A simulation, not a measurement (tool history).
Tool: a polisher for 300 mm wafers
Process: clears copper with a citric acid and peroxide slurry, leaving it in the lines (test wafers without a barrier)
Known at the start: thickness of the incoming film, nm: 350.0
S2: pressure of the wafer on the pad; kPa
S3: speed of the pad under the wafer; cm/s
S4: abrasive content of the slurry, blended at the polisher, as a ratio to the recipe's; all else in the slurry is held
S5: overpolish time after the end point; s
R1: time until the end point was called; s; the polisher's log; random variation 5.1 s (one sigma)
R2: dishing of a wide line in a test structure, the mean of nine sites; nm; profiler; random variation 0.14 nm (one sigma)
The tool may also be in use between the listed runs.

Run 1, hour 0.0: flow of slurry (ml/min) 230, S2 22.8 kPa, S3 92 cm/s, S4 1.00, S5 18 s. Result: R1 156.94 s, R2 20.793 nm.
Run 2, hour 2.5: flow of slurry (ml/min) 230, S2 22.8 kPa, S3 114 cm/s, S4 1.00, S5 18 s. Result: R1 129.32 s, R2 22.855 nm.
Run 3, hour 5.6: flow of slurry (ml/min) 215, S2 20.7 kPa, S3 110 cm/s, S4 0.90, S5 16 s. Result: R1 149.22 s, R2 20.422 nm.
Run 4, hour 12.1: flow of slurry (ml/min) 160, S2 20.7 kPa, S3 110 cm/s, S4 0.90, S5 16 s. Result: R1 157.59 s, R2 19.215 nm.
Run 5, hour 20.9: flow of slurry (ml/min) 155, S2 19.3 kPa, S3 104 cm/s, S4 1.00, S5 14 s. Result: R1 173.87 s, R2 16.206 nm.
Run 6, hour 28.9: flow of slurry (ml/min) 155, S2 24.8 kPa, S3 104 cm/s, S4 1.00, S5 14 s. Result: R1 139.30 s, R2 19.972 nm.
Run 7, hour 34.0: flow of slurry (ml/min) 155, S2 22.8 kPa, S3 98 cm/s, S4 1.10, S5 13 s. Result: R1 155.84 s, R2 17.253 nm.
Run 8, hour 41.6: flow of slurry (ml/min) 155, S2 22.8 kPa, S3 98 cm/s, S4 1.10, S5 13 s. Result: R1 155.72 s, R2 17.676 nm.
Run 9, hour 44.0: flow of slurry (ml/min) 155, S2 20.7 kPa, S3 92 cm/s, S4 1.15, S5 12 s. Result: R1 169.60 s, R2 15.471 nm.
Run 10, hour 50.0: flow of slurry (ml/min) 155, S2 19.3 kPa, S3 84 cm/s, S4 1.20, S5 11 s. Result: R1 203.87 s, R2 12.262 nm.
Run 11, hour 52.6: flow of slurry (ml/min) 165, S2 17.9 kPa, S3 82 cm/s, S4 1.25, S5 10 s. Result: R1 220.20 s, R2 11.007 nm.

Forecast run 12:
Run 12, hour 61.1: flow of slurry (ml/min) 180, S2 16.5 kPa, S3 82 cm/s, S4 1.30, S5 9 s. Result: R1 ?, R2 ?.

{"run 12": {"R1": 229.72, "R2": 9.394}}
